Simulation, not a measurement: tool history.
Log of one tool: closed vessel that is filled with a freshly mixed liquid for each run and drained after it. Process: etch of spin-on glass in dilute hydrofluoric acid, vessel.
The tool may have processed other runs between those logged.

| run | hour | temperature setpoint of the liquid (C) | parts of water to one part of 49 % hydrofluoric acid (parts by volume) | time in the liquid (s) | thickness taken off the spin-on glass on a monitor wafer (nm) |
|---|---|---|---|---|---|
| 1 | 0.0 | 25.0 | 85 | 130 | 54.078 |
| 2 | 4.1 | 26.5 | 85 | 130 | 56.812 |
| 3 | 12.6 | 28.0 | 80 | 130 | 64.340 |
| 4 | 17.3 | 29.5 | 80 | 130 | 69.374 |
| 5 | 18.8 | 30.5 | 75 | 130 | 77.468 |
| 6 | 27.6 | 30.5 | 85 | 130 | 67.008 |
| 7 | 34.1 | 33.0 | 65 | 130 | 101.020 |

Predict the results of run 8:
|  | 41.7 | thermometer replaced |
| 8 | 41.7 | 32.5 | 65 | 130 | ? |

Run 8 produced thickness taken off the spin-on glass on a monitor wafer (nm) 103.710.
